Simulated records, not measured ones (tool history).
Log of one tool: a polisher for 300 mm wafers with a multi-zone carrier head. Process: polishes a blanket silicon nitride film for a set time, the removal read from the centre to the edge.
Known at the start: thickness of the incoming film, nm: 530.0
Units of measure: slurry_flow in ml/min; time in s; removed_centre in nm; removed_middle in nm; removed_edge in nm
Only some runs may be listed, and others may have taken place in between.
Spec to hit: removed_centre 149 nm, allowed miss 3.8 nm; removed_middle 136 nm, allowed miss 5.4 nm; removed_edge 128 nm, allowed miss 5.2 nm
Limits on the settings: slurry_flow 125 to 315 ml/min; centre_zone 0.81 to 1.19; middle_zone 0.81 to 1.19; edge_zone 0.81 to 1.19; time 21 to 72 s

run	day	slurry_flow	centre_zone	middle_zone	edge_zone	time	removed_centre	removed_middle	removed_edge
1	0	205	1	1	1	46	97.241	94.059	92.467
2	0.175	235	1	1	1	46	98.969	95.313	94.405
3	0.292	285	1	1	1	46	101.72	97.404	93.931
4	0.375	280	1.02	1.02	1.02	48	108.29	104.24	101.39
5	0.475	280	1.02	1.02	1.02	56	126.3	120.77	115.41
6	0.792	310	1.02	1.02	1.02	56	129.68	122.36	115.26
7	1.138	310	1.04	1.03	1.03	56	130.53	123.48	117.25
8	1.292	310	1.06	1.04	1.04	56	132.24	125.09	118.52
9	1.479	310	1.08	1.05	1.04	56	134.51	125.73	119.04
10	1.792	310	1.09	1.06	1.04	56	136.58	125.66	120.02
11	1.904	310	1.1	1.07	1.04	56	139.85	130.77	117.53
12	1.975	310	1.11	1.07	1.05	56	138.35	126.85	120.12
13	2.288	310	1.11	1.07	1.05	56	139.91	127.7	117.95
14	2.492	310	1.11	1.08	1.06	56	137.83	127.78	119.77

Exactly one of the 5 candidate moves below puts every result within its allowed miss. Which one?
A	2.696	315	1.19	1.11	1.11	58	?	?	?
B	2.696	315	1.17	1.09	1.08	59	?	?	?
C	2.696	305	1.17	0.98	1.07	59	?	?	?
D	2.696	280	1.17	1.06	1	58	?	?	?
E	2.696	315	1.08	1.03	0.98	62	?	?	?

move	removed_centre	removed_middle	removed_edge
A	156.63	136.36	125.43
B	156.62	136.71	125.87
C	155.96	125.24	125.16
D	151.9	129.86	118.09
E	151.78	137.4	126.22
A: pushes the last run's worst result past its target
B: pushes the last run's worst result past its target
C: pushes the last run's worst result past its target
D: brings the result that was furthest off to its target, and leaves another outside
E: all results land within tolerance of their targets
Answer: E
